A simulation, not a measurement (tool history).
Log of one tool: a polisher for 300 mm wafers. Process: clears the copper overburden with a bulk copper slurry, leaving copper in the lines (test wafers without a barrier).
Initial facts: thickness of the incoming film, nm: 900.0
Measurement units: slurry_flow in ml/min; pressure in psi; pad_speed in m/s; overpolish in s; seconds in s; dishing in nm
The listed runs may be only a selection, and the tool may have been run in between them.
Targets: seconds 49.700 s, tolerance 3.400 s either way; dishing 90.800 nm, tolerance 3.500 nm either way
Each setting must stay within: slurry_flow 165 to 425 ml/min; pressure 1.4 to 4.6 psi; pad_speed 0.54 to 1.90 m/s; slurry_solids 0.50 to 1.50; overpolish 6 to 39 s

run    day  slurry_flow  pressure  pad_speed  slurry_solids  overpolish  seconds  dishing
  1  0.000          275       3.0       1.22           1.00          20   68.413   82.297
  2  0.108          275       3.0       1.22           1.10          20   68.085   84.395
  3  0.292          275       3.0       1.22           1.10          13   66.881   72.492
  4  0.421          225       3.0       1.22           1.10          13   67.457   72.169
  5  0.525          225       3.3       1.22           1.10          13   63.652   75.254
  6  0.708          225       3.3       1.22           1.10          17   62.095   83.462
  7  0.967          225       3.4       1.22           1.10          17   61.246   84.052
  8  1.221          225       3.5       1.22           1.10          17   60.473   85.281
  9  1.308          225       3.6       1.24           1.10          17   56.947   83.718
 10  1.525          225       3.7       1.24           1.10          17   56.877   85.375
 11  1.833          225       3.8       1.24           1.10          17   53.208   87.863
 12  1.988          225       3.9       1.24           1.10          17   51.757   89.106

5 next moves are on the table. One of them brings every result within its allowed miss. Which?
  A  2.142          325       3.9       1.24           1.25          20        ?        ?
  B  2.142          260       3.5       1.24           1.25          19        ?        ?
  C  2.142          230       3.8       1.28           1.00          14        ?        ?
  D  2.142          225       4.1       1.20           1.40          12        ?        ?
  E  2.142          180       3.3       1.36           1.15          22        ?        ?

move  seconds  dishing
   A   50.702   92.548
   B   57.637   88.041
   C   54.424   83.991
   D   50.864   82.601
   E   59.705   88.731
A: all results in spec
B: moves away from the targets compared with the last run
C: moves away from the targets compared with the last run
D: gets the furthest-off result to its target, but another result is out of tolerance
E: moves away from the targets compared with the last run
The move that meets every target is A.
